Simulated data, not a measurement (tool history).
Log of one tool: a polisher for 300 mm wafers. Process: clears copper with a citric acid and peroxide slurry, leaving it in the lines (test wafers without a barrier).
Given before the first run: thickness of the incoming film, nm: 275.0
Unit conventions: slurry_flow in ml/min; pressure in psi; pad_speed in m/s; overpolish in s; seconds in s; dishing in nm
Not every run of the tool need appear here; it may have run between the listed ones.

Run 1, hour 0: slurry_flow 305 ml/min, pressure 2.5 psi, pad_speed 1.2 m/s, slurry_solids 1, overpolish 15 s. Result: seconds 114.95 s, dishing 24.691 nm.
Run 2, hour 8.5: slurry_flow 305 ml/min, pressure 3.1 psi, pad_speed 1.2 m/s, slurry_solids 1, overpolish 15 s. Result: seconds 93.74 s, dishing 29.292 nm.
Run 3, hour 14: slurry_flow 365 ml/min, pressure 3.1 psi, pad_speed 1.2 m/s, slurry_solids 1, overpolish 15 s. Result: seconds 93.992 s, dishing 29.791 nm.
Run 4, hour 21: slurry_flow 365 ml/min, pressure 3.1 psi, pad_speed 1.2 m/s, slurry_solids 1, overpolish 10 s. Result: seconds 94.941 s, dishing 21.313 nm.
Run 5, hour 29.1: slurry_flow 365 ml/min, pressure 3.1 psi, pad_speed 1.2 m/s, slurry_solids 1, overpolish 14 s. Result: seconds 92.506 s, dishing 28.759 nm.
Run 6, hour 35.9: slurry_flow 365 ml/min, pressure 3.1 psi, pad_speed 1.2 m/s, slurry_solids 1, overpolish 17 s. Result: seconds 93.21 s, dishing 35.712 nm.
Run 7, hour 42.4: slurry_flow 365 ml/min, pressure 3.1 psi, pad_speed 1.2 m/s, slurry_solids 1, overpolish 19 s. Result: seconds 95.61 s, dishing 38.102 nm.

What does the tool deliver on the next run?
Run 8, hour 45.1: slurry_flow 365 ml/min, pressure 3.2 psi, pad_speed 1.2 m/s, slurry_solids 1, overpolish 20 s. Result: seconds ?, dishing ?.

seconds: 89.434 s
dishing: 41.211 nm
